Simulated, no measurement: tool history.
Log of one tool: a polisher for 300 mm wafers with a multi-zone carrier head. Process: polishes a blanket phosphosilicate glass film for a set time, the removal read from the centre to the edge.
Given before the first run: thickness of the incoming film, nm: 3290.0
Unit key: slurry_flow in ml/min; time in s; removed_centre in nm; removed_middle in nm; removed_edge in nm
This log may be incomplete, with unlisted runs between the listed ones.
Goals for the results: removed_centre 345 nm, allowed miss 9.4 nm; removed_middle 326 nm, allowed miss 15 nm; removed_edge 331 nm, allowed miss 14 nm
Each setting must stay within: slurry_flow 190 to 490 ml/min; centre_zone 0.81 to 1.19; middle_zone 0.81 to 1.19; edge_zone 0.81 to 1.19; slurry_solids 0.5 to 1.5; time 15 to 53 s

run	hour	slurry_flow	centre_zone	middle_zone	edge_zone	slurry_solids	time	removed_centre	removed_middle	removed_edge
1	0	315	1	1	1	1	34	208.59	214.62	222.53
2	1.7	320	1.03	1.02	1.02	1.1	35	228.33	245.04	239.56
3	3.4	250	1.03	1.02	1.02	1.1	35	218.82	231.76	238.79
4	9.9	265	1.06	1.01	1.04	1.2	36	241.22	251.34	252.88
# hour 17.4: centre zone pressure recalibrated
5	17.4	265	1.06	1.01	1.04	1.1	36	253.05	238.11	245.08
6	24.8	265	1.06	1.01	1.04	1.1	42	295.63	278.82	290.89
7	25.6	275	1.07	1.01	1.06	1.15	42	306.73	286.1	288.63
8	28	275	1.07	1.01	1.06	1.15	42	302.63	287.21	297.99
9	32.2	280	1.08	1.01	1.07	1.2	42	308.85	293.96	292.81
10	35	280	1.08	1.01	1.07	1.2	42	312.81	294.61	297.17
11	39.5	275	1.08	1	1.08	1.25	42	315.23	290.7	312.85
12	45.6	290	1.09	1.01	1.09	1.3	42	329.76	307.78	313.03
13	48.6	295	1.09	1.01	1.1	1.3	42	328.66	307.32	325.78
14	55.6	305	1.09	1.02	1.1	1.3	42	331.42	300.39	316.69
15	61.7	310	1.09	1.02	1.1	1.35	42	336.11	310.89	323.27
16	63.2	315	1.09	1.03	1.1	1.35	42	334.58	311.79	323.29

Which single option among these 5 for the next run brings every result within its allowed miss of target? Just one does.
A	64.7	345	1.03	0.98	0.98	1.45	44	?	?	?
B	64.7	310	1.1	0.9	1.11	1.35	43	?	?	?
C	64.7	345	0.92	0.98	1	1.3	46	?	?	?
D	64.7	315	1.06	1.07	1.05	1.35	42	?	?	?
E	64.7	275	1.02	0.96	1.1	1.5	42	?	?	?

move	removed_centre	removed_middle	removed_edge
A	348.36	329.47	326.97
B	343.29	288.81	328.49
C	323.04	330.66	331.23
D	327.48	326.93	311.74
E	325.58	305.48	328.42
A: every result within its allowed miss
B: meets the target for the result that was furthest off, but another lies outside its allowed miss
C: moves away from the targets compared with the last run
D: moves away from the targets compared with the last run
E: moves away from the targets compared with the last run
Go with A: it meets all targets.
